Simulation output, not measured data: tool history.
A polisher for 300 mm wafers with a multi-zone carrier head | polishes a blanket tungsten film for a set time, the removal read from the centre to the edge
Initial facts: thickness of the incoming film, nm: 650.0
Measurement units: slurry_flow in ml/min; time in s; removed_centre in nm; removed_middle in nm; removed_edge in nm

run 1 hour=0.0 | slurry_flow=155 centre_zone=1.00 middle_zone=1.00 edge_zone=1.00 slurry_solids=1.00 time=46 | removed_centre=261.31 removed_middle=260.39 removed_edge=260.03
run 2 hour=0.7 | slurry_flow=155 centre_zone=0.93 middle_zone=1.00 edge_zone=1.00 slurry_solids=1.00 time=46 | removed_centre=247.25 removed_middle=260.32 removed_edge=260.87
run 3 hour=6.4 | slurry_flow=150 centre_zone=0.93 middle_zone=1.00 edge_zone=0.98 slurry_solids=1.00 time=46 | removed_centre=235.01 removed_middle=261.15 removed_edge=254.27
run 4 hour=8.6 | slurry_flow=135 centre_zone=0.93 middle_zone=1.00 edge_zone=0.98 slurry_solids=1.00 time=46 | removed_centre=229.44 removed_middle=252.85 removed_edge=250.46
run 5 hour=15.1 | slurry_flow=135 centre_zone=0.93 middle_zone=1.00 edge_zone=0.98 slurry_solids=1.15 time=46 | removed_centre=236.89 removed_middle=255.84 removed_edge=261.67
run 6 hour=22.4 | slurry_flow=135 centre_zone=0.93 middle_zone=1.00 edge_zone=0.94 slurry_solids=1.15 time=46 | removed_centre=240.77 removed_middle=256.90 removed_edge=252.33
run 7 hour=28.2 | slurry_flow=130 centre_zone=0.93 middle_zone=1.00 edge_zone=0.93 slurry_solids=1.15 time=46 | removed_centre=231.62 removed_middle=255.86 removed_edge=246.88
run 8 hour=35.7 | slurry_flow=125 centre_zone=0.94 middle_zone=1.00 edge_zone=0.92 slurry_solids=1.15 time=46 | removed_centre=236.39 removed_middle=253.49 removed_edge=248.12
run 9 hour=39.5 | slurry_flow=125 centre_zone=0.94 middle_zone=1.00 edge_zone=0.92 slurry_solids=1.15 time=46 | removed_centre=233.01 removed_middle=254.68 removed_edge=246.18

Expected results for the next run?
run 10 hour=43.6 | slurry_flow=120 centre_zone=0.95 middle_zone=1.00 edge_zone=0.91 slurry_solids=1.15 time=46 | removed_centre=? removed_middle=? removed_edge=?

removed_centre: 237.62 nm
removed_middle: 249.68 nm
removed_edge: 245.40 nm
